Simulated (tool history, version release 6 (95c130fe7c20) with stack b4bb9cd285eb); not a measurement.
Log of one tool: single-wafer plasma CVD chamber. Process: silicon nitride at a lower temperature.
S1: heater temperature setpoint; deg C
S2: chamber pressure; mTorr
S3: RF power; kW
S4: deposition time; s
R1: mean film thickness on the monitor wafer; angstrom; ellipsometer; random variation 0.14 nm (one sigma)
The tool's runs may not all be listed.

run    day   S1    S2     S3    S4      R1
  1  0.000  340  1950  0.255  25.9  301.12
  2  0.354  344  1950  0.255  25.9  303.80
  3  0.462  337  1950  0.255  25.9  300.30
  4  0.750  337  1750  0.250  25.9  291.79
  5  0.829  337  1650  0.240  25.9  283.06
  6  1.012  345  1650  0.240  25.9  280.24
  7  1.338  345  1560  0.235  25.9  271.74

The next listed run, before its measurement:
  8  1.671  345  1520  0.235  25.9   ?

Run 8 gave R1 274.64 angstrom.

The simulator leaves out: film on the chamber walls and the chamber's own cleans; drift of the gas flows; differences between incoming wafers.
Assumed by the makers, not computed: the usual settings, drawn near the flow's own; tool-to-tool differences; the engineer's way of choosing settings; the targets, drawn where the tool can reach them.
